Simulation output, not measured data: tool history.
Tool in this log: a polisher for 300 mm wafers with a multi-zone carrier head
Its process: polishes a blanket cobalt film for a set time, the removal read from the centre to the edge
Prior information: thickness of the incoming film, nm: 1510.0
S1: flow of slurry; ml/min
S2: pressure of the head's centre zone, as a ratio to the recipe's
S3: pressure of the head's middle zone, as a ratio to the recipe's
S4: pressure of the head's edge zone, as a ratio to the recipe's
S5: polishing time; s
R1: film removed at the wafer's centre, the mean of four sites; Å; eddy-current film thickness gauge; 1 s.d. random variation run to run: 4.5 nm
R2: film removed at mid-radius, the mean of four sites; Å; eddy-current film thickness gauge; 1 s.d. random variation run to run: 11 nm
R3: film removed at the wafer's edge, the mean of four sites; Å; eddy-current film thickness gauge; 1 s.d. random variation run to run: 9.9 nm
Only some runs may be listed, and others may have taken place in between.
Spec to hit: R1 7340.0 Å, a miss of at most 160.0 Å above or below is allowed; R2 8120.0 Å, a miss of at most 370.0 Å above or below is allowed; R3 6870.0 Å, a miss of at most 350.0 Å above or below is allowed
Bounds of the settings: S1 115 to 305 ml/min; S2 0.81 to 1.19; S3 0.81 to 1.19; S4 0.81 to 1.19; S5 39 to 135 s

{"run": 1, "day": 0.0, "S1": 195, "S2": 1.0, "S3": 1.0, "S4": 1.0, "S5": 87, "R1": 5435.2, "R2": 5485.0, "R3": 5672.6}
{"run": 2, "day": 0.329, "S1": 195, "S2": 1.0, "S3": 1.04, "S4": 1.0, "S5": 87, "R1": 5452.9, "R2": 5656.4, "R3": 5565.4}
{"run": 3, "day": 0.367, "S1": 230, "S2": 1.0, "S3": 1.04, "S4": 1.0, "S5": 87, "R1": 5588.5, "R2": 5872.5, "R3": 5633.0}
{"run": 4, "day": 0.742, "S1": 230, "S2": 1.0, "S3": 1.04, "S4": 1.0, "S5": 97, "R1": 6170.2, "R2": 6469.2, "R3": 6297.4}
{"run": 5, "day": 0.783, "S1": 230, "S2": 1.0, "S3": 1.12, "S4": 1.0, "S5": 97, "R1": 6245.8, "R2": 6926.3, "R3": 6290.0}
{"run": 6, "day": 1.083, "S1": 230, "S2": 1.0, "S3": 1.04, "S4": 1.0, "S5": 97, "R1": 6261.6, "R2": 6402.0, "R3": 6331.4}
{"run": 7, "day": 1.321, "S1": 240, "S2": 1.01, "S3": 1.07, "S4": 1.01, "S5": 98, "R1": 6365.2, "R2": 6663.8, "R3": 6320.4}
{"run": 8, "day": 1.538, "S1": 240, "S2": 1.01, "S3": 1.07, "S4": 1.01, "S5": 98, "R1": 6427.2, "R2": 6754.0, "R3": 6386.2}

Pick the move, out of 5, that brings all results within their allowed miss; only one does.
{"run": "A", "day": 1.754, "S1": 305, "S2": 1.09, "S3": 1.19, "S4": 0.82, "S5": 101, "R1": "?", "R2": "?", "R3": "?"}
{"run": "B", "day": 1.754, "S1": 215, "S2": 1.13, "S3": 1.04, "S4": 0.94, "S5": 109, "R1": "?", "R2": "?", "R3": "?"}
{"run": "C", "day": 1.754, "S1": 265, "S2": 1.05, "S3": 1.19, "S4": 0.98, "S5": 106, "R1": "?", "R2": "?", "R3": "?"}
{"run": "D", "day": 1.754, "S1": 270, "S2": 1.05, "S3": 1.0, "S4": 1.05, "S5": 110, "R1": "?", "R2": "?", "R3": "?"}
{"run": "E", "day": 1.754, "S1": 220, "S2": 0.99, "S3": 0.96, "S4": 1.0, "S5": 115, "R1": "?", "R2": "?", "R3": "?"}

move=A R1=7411.5 R2=7829.1 R3=6145.8
move=B R1=7910.2 R2=7215.9 R3=6851.1
move=C R1=7368.9 R2=8095.2 R3=6920.2
move=D R1=7654.6 R2=7253.9 R3=7457.2
move=E R1=7327.3 R2=7143.8 R3=7470.6
A: puts the biggest miss on target and leaves a different result outside tolerance
B: pushes the last run's worst result past its target
C: each result inside its tolerance
D: pushes the last run's worst result past its target
E: puts the biggest miss on target and leaves a different result outside tolerance
Move C is the one to make.
